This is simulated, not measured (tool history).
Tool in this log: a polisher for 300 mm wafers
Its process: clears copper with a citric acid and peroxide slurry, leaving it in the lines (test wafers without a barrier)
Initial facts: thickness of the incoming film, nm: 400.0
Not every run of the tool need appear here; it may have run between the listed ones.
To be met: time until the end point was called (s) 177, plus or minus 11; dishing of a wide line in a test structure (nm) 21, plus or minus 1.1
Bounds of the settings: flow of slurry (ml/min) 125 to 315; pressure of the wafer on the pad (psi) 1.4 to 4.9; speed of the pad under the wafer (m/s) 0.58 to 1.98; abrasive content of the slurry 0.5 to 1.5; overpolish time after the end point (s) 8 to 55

run	hour	flow of slurry (ml/min)	pressure of the wafer on the pad (psi)	speed of the pad under the wafer (m/s)	abrasive content of the slurry	overpolish time after the end point (s)	time until the end point was called (s)	dishing of a wide line in a test structure (nm)
1	0	205	3.1	1.28	1	28	131.08	52.42
2	4.2	205	3	1.28	1	25	135.63	47.753
3	8.5	155	3	1.28	1	25	145.5	46.352
4	10.9	155	3	1.28	1	17	147.22	31.966
5	11.6	205	3	1.28	1	17	133.58	34.495
6	16.7	205	3	1.28	1.2	17	130.73	35.291
7	23.8	210	2.9	1.28	1.2	16	132.38	33.346
8	31.7	210	2.8	1.28	1.2	15	140.63	30.013
9	34.4	210	2.7	1.28	1.2	15	141.33	29.071
10	41.5	210	2.6	1.28	1.2	15	151.63	28.411
11	43.7	210	2.6	1.28	1.2	15	148.87	28.057
12	44.4	210	2.5	1.28	1.2	15	157.5	27.395
13	53	210	2.1	1.26	1.2	8	191.95	12.612
14	61.3	190	2.7	1.12	1.15	14	166.13	24.083

Below are 4 possible settings for the next run. Only one of them brings all results inside the allowed miss of their targets. Which is it?
A	69.6	130	2.7	1.2	1	13	?	?
B	69.6	165	2.7	0.92	1.2	16	?	?
C	69.6	170	2.5	1.16	1.15	15	?	?
D	69.6	190	2.2	1.3	1.2	18	?	?

move	time until the end point was called (s)	dishing of a wide line in a test structure (nm)
A	171.07	21.471
B	201.39	22.391
C	174.76	23.995
D	172.18	28.6
A: all results in spec
B: nearer the targets than the last run, but a result is still out of spec
C: about as far from the targets as the last run
D: its largest miss is bigger than the last run's
Correct choice: A, which meets every target
